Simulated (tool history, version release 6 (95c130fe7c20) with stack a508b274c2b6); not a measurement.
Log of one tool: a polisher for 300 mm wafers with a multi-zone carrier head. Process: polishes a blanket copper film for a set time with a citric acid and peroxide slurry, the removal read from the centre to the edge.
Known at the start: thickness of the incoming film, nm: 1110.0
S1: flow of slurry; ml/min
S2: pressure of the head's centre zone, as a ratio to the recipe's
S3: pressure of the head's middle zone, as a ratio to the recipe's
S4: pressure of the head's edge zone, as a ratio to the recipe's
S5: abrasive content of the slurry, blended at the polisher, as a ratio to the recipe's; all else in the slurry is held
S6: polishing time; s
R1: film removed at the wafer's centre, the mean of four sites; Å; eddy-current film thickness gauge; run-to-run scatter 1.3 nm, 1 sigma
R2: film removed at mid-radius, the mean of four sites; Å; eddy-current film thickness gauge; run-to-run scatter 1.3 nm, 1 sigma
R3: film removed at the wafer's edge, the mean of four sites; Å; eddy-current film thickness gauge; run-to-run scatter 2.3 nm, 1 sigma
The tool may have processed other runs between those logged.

Run 1, hour 0: S1 270 ml/min, S2 1, S3 1, S4 1, S5 1, S6 85 s. Result: R1 2272.2 Å, R2 2320.6 Å, R3 2185.9 Å.
Run 2, hour 5.9: S1 270 ml/min, S2 0.92, S3 1, S4 1, S5 1, S6 85 s. Result: R1 2092 Å, R2 2301.5 Å, R3 2265.4 Å.
Run 3, hour 7.5: S1 265 ml/min, S2 0.91, S3 0.99, S4 0.97, S5 0.9, S6 84 s. Result: R1 2011.5 Å, R2 2180.6 Å, R3 2157.8 Å.
Run 4, hour 15.1: S1 260 ml/min, S2 0.9, S3 1, S4 0.94, S5 0.8, S6 83 s. Result: R1 1900 Å, R2 2139.8 Å, R3 2042.2 Å.
At hour 18.8: slurry nozzle cleaned.
Run 5, hour 18.8: S1 260 ml/min, S2 0.95, S3 1, S4 0.94, S5 0.8, S6 83 s. Result: R1 2080.7 Å, R2 2193.9 Å, R3 2095.3 Å.
Run 6, hour 24.4: S1 260 ml/min, S2 0.93, S3 1, S4 0.92, S5 0.75, S6 81 s. Result: R1 1976.3 Å, R2 2093.5 Å, R3 1984.4 Å.
Run 7, hour 27.1: S1 255 ml/min, S2 0.91, S3 0.99, S4 0.9, S5 0.7, S6 80 s. Result: R1 1848.6 Å, R2 2048.9 Å, R3 1896.4 Å.
Run 8, hour 28.3: S1 245 ml/min, S2 0.9, S3 0.97, S4 0.89, S5 0.7, S6 80 s. Result: R1 1832.9 Å, R2 2010.2 Å, R3 1892.6 Å.
Run 9, hour 29.2: S1 240 ml/min, S2 0.89, S3 0.96, S4 0.88, S5 0.65, S6 80 s. Result: R1 1796.9 Å, R2 1961.7 Å, R3 1897.7 Å.
Run 10, hour 35.9: S1 230 ml/min, S2 0.87, S3 0.97, S4 0.81, S5 0.5, S6 77 s. Result: R1 1595.9 Å, R2 1809.3 Å, R3 1679 Å.
Run 11, hour 40.3: S1 235 ml/min, S2 0.87, S3 0.97, S4 0.83, S5 0.5, S6 77 s. Result: R1 1619.3 Å, R2 1777 Å, R3 1637.8 Å.
Run 12, hour 44.7: S1 230 ml/min, S2 0.87, S3 0.97, S4 0.83, S5 0.55, S6 77 s. Result: R1 1609.8 Å, R2 1837.5 Å, R3 1679.5 Å.
Run 13, hour 48.2: S1 235 ml/min, S2 0.87, S3 0.97, S4 0.84, S5 0.55, S6 77 s. Result: R1 1624 Å, R2 1836 Å, R3 1710.6 Å.

Predict the results of run 14:
Run 14, hour 52.3: S1 240 ml/min, S2 0.87, S3 0.97, S4 0.85, S5 0.55, S6 77 s. Result: R1 ?, R2 ?, R3 ?.

{"run 14": {"R1": 1638.9, "R2": 1837.7, "R3": 1694.8}}

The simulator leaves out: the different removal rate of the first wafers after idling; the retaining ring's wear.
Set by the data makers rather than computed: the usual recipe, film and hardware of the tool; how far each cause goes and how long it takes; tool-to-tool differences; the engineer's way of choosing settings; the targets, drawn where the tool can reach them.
